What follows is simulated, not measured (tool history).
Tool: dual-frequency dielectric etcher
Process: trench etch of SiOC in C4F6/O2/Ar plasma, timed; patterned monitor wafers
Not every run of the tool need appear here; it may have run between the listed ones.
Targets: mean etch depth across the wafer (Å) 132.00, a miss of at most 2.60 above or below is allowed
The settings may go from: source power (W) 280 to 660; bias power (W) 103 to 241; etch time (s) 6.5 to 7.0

run  hour  source power (W)  bias power (W)  etch time (s)  mean etch depth across the wafer (Å)
  1   0.0               470             172            7.0                                166.32
  2   0.5               510             172            7.0                                174.09
  3   1.4               510             152            7.0                                169.08
  4   4.4               510             152            7.0                                168.77
  5   6.7               430             152            7.0                                152.50
  6  10.0               410             151            7.0                                148.09
  7  10.8               400             150            7.0                                144.88
  8  12.1               390             150            7.0                                143.40
  9  16.1               380             150            7.0                                141.36
 10  20.6               380             150            7.0                                139.99
 11  22.1               370             150            7.0                                138.52
 12  23.3               360             150            7.0                                135.19

Exercise: of the 4 proposed moves below, exactly one satisfies all targets within the stated allowed misses. Which move is it?
  A  24.5               350             175            7.0                                     ?
  B  24.5               340             199            6.5                                     ?
  C  24.5               340             177            7.0                                     ?
  D  24.5               350             169            7.0                                     ?

move  mean etch depth across the wafer (Å)
   A                                138.95
   B                                131.31
   C                                136.57
   D                                137.56
A: its largest miss is bigger than the last run's
B: all results land within tolerance of their targets
C: its largest miss is bigger than the last run's
D: its largest miss is bigger than the last run's
Go with B: it meets all targets.
